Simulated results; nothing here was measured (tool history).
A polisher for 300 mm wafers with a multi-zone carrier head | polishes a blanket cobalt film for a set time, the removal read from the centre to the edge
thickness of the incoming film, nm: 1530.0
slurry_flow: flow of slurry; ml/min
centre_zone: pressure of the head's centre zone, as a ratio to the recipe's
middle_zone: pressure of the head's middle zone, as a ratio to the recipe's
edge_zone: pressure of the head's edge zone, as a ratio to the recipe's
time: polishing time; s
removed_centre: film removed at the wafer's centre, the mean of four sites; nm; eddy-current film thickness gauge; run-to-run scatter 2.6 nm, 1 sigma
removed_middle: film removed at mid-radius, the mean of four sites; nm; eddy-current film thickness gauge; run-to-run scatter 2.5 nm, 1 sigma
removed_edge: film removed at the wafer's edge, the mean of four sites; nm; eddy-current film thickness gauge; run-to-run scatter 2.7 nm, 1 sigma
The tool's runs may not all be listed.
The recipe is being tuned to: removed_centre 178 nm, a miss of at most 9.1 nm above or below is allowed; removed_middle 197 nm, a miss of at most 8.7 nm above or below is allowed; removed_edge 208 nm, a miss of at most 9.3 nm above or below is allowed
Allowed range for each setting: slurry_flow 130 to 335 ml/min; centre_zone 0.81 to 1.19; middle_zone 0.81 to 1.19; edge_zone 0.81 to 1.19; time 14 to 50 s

run 1 hour=0 | slurry_flow=215 centre_zone=1 middle_zone=1 edge_zone=1 time=32 | removed_centre=177.31 removed_middle=162.96 removed_edge=161.47
run 2 hour=6.5 | slurry_flow=215 centre_zone=1 middle_zone=1 edge_zone=1 time=37 | removed_centre=200.97 removed_middle=189.23 removed_edge=183.84
run 3 hour=12.4 | slurry_flow=215 centre_zone=1 middle_zone=1 edge_zone=1 time=31 | removed_centre=174.79 removed_middle=165.08 removed_edge=157.51
run 4 hour=15.7 | slurry_flow=215 centre_zone=1 middle_zone=1 edge_zone=0.95 time=31 | removed_centre=170.82 removed_middle=160.74 removed_edge=151.37
run 5 hour=22.1 | slurry_flow=180 centre_zone=1 middle_zone=1 edge_zone=0.95 time=31 | removed_centre=165.29 removed_middle=154.01 removed_edge=151.17
run 6 hour=24.2 | slurry_flow=170 centre_zone=0.97 middle_zone=1.01 edge_zone=0.99 time=33 | removed_centre=169.51 removed_middle=171.24 removed_edge=161.33
run 7 hour=29.7 | slurry_flow=170 centre_zone=0.97 middle_zone=1.01 edge_zone=0.99 time=33 | removed_centre=172.87 removed_middle=168.07 removed_edge=162.35
run 8 hour=30.2 | slurry_flow=170 centre_zone=0.97 middle_zone=1.01 edge_zone=0.99 time=33 | removed_centre=172.71 removed_middle=170.4 removed_edge=162.98
run 9 hour=37.5 | slurry_flow=160 centre_zone=0.93 middle_zone=0.99 edge_zone=1.03 time=34 | removed_centre=169.58 removed_middle=169.28 removed_edge=172.08
run 10 hour=46 | slurry_flow=160 centre_zone=0.91 middle_zone=1 edge_zone=1.06 time=35 | removed_centre=164.91 removed_middle=174.83 removed_edge=177.35
run 11 hour=51.7 | slurry_flow=160 centre_zone=0.9 middle_zone=1 edge_zone=1.08 time=36 | removed_centre=174.27 removed_middle=178.21 removed_edge=184.41
run 12 hour=53.7 | slurry_flow=160 centre_zone=0.88 middle_zone=1.01 edge_zone=1.1 time=37 | removed_centre=175.7 removed_middle=186.32 removed_edge=191.25
run 13 hour=57 | slurry_flow=160 centre_zone=0.87 middle_zone=1.01 edge_zone=1.11 time=38 | removed_centre=181.13 removed_middle=191.61 removed_edge=193.13

4 next moves are on the table. One of them brings every result within its allowed miss. Which?
run A hour=60.3 | slurry_flow=160 centre_zone=0.93 middle_zone=1.05 edge_zone=1.03 time=36 | removed_centre=? removed_middle=? removed_edge=?
run B hour=60.3 | slurry_flow=185 centre_zone=0.94 middle_zone=1.11 edge_zone=0.97 time=35 | removed_centre=? removed_middle=? removed_edge=?
run C hour=60.3 | slurry_flow=130 centre_zone=0.81 middle_zone=0.96 edge_zone=1.04 time=42 | removed_centre=? removed_middle=? removed_edge=?
run D hour=60.3 | slurry_flow=190 centre_zone=0.93 middle_zone=1.14 edge_zone=1.07 time=36 | removed_centre=? removed_middle=? removed_edge=?

move=A removed_centre=178.11 removed_middle=184.81 removed_edge=185.28
move=B removed_centre=177.74 removed_middle=190.96 removed_edge=176.58
move=C removed_centre=176.93 removed_middle=196.13 removed_edge=214.35
move=D removed_centre=181.4 removed_middle=201.44 removed_edge=190.79
A: misses by more than the last run did
B: misses by more than the last run did
C: hits every target within its allowed miss
D: misses by more than the last run did
The right move is C.

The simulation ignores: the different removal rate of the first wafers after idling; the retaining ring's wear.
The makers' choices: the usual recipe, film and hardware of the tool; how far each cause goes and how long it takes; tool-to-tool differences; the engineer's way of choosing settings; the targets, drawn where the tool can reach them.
